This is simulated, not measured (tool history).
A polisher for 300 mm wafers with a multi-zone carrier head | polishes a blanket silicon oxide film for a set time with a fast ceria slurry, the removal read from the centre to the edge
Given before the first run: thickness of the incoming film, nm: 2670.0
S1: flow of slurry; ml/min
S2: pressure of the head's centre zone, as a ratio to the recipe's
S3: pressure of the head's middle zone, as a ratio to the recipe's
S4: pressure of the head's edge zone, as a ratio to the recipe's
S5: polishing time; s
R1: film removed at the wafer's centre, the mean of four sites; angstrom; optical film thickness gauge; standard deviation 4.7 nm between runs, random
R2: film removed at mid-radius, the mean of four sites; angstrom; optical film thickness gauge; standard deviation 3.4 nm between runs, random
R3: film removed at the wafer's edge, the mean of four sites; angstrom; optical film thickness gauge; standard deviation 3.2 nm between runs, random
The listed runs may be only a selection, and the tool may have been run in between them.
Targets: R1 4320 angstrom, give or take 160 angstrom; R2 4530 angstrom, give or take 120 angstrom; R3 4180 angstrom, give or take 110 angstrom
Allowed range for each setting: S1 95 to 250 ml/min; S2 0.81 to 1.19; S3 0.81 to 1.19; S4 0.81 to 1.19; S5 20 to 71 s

run,day,S1,S2,S3,S4,S5,R1,R2,R3
1,0,160,1,1,1,45,5760.1,5772.7,5491.9
2,0.129,160,1,1,1,51,6546.4,6576.8,6212
3,0.4,160,1,0.93,1,51,6642.2,6185.6,6122.9
4,0.558,160,1,0.93,1,43,5586.9,5249.7,5182.1
5,0.829,150,0.97,0.92,0.96,42,5298.7,5097.8,4983.6
6,1.138,150,0.97,0.96,0.96,42,5261.2,5252.2,4921.4
7,1.296,150,0.97,0.96,0.96,42,5178.6,5287.8,4952.4
8,1.35,140,0.95,0.93,0.93,41,4984.1,4919.8,4797.1
# day 1.483: worn pad replaced by a new one
9,1.483,120,0.9,0.98,0.83,36,4551.1,5056,4434.7

Below are 4 possible settings for the next run. Only one of them brings all results inside the allowed miss of their targets. Which is it?
A,1.617,95,0.87,0.88,0.89,36,?,?,?
B,1.617,140,0.95,0.84,0.92,35,?,?,?
C,1.617,110,0.9,0.93,0.84,34,?,?,?
D,1.617,100,0.92,0.85,0.85,34,?,?,?

move,R1,R2,R3
A,4326,4520.1,4501.6
B,4836.8,4448.8,4590.3
C,4312.8,4517,4190
D,4351.5,4190.7,4183
A: puts the biggest miss on target and leaves a different result outside tolerance
B: puts the biggest miss on target and leaves a different result outside tolerance
C: all results land within tolerance of their targets
D: takes the result that was furthest off past its target
C is the move that brings every result within its allowed miss.
